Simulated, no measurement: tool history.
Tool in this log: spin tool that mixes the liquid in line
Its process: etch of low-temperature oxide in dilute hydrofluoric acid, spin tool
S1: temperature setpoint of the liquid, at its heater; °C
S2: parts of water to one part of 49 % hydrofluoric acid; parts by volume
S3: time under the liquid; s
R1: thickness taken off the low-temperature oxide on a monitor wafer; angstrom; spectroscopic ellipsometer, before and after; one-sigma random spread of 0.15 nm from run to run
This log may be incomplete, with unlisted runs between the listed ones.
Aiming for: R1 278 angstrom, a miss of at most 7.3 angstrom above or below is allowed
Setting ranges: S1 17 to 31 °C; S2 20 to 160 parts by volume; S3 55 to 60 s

| run | day | S1 | S2 | S3 | R1 |
|---|---|---|---|---|---|
| 1 | 0 | 23 | 90 | 55 | 78.129 |
| 2 | 0.05 | 24 | 80 | 55 | 91.009 |
| 3 | 0.429 | 20.5 | 80 | 55 | 79.246 |
| 4 | 0.717 | 23 | 80 | 55 | 88.086 |
| 5 | 1.079 | 23 | 105 | 55 | 65.39 |
| 6 | 1.225 | 24 | 95 | 55 | 75.647 |
| 7 | 1.458 | 25 | 85 | 55 | 89.195 |
| 8 | 1.633 | 26 | 75 | 55 | 106.82 |
| 9 | 1.8 | 26.5 | 65 | 55 | 127.32 |
| 10 | 2.15 | 27 | 60 | 55 | 141.44 |
| 11 | 2.25 | 27.5 | 55 | 55 | 158.82 |
| 12 | 2.383 | 28 | 50 | 55 | 177.64 |

Which of these 5 next moves meets every target?
| A | 2.517 | 29.5 | 40 | 60 | ? |
| B | 2.517 | 29 | 40 | 60 | ? |
| C | 2.517 | 31 | 35 | 55 | ? |
| D | 2.517 | 25.5 | 30 | 55 | ? |
| E | 2.517 | 26 | 35 | 60 | ? |

| move | R1 |
|---|---|
| A | 263.95 |
| B | 258.74 |
| C | 295.78 |
| D | 278.34 |
| E | 263.82 |
A: nearer the targets than the last run, but a result is still out of spec
B: nearer the targets than the last run, but a result is still out of spec
C: pushes the last run's worst result past its target
D: meets every target
E: nearer the targets than the last run, but a result is still out of spec
The right move is D.
